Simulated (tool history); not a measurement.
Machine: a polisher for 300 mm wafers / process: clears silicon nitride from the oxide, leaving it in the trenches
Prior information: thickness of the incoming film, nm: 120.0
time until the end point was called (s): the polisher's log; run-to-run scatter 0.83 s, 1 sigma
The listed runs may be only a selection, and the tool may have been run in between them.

run  hour  flow of slurry (ml/min)  pressure of the wafer on the pad (kPa)  speed of the pad under the wafer (m/s)  overpolish time after the end point (s)  time until the end point was called (s)
  1   0.0                      160                                    22.1                                    1.12                                       19                                  100.070
  2   1.2                      160                                    24.8                                    1.14                                       19                                   85.510
  3   1.9                      160                                    26.9                                    1.14                                       19                                   78.181
  4   6.4                      160                                    28.3                                    1.14                                       19                                   77.467
  5  11.8                      160                                    28.3                                    1.02                                       19                                   86.445
  6  12.5                      160                                    29.6                                    1.06                                       19                                   76.726
  7  13.7                      160                                    31.0                                    1.08                                       19                                   73.608
  8  21.9                      160                                    31.7                                    1.12                                       19                                   69.413

Estimate the outcome of run 9 from the log above:
  9  22.8                      160                                    32.4                                    1.16                                       19                                        ?

Run 9 yielded time until the end point was called (s) 66.293.
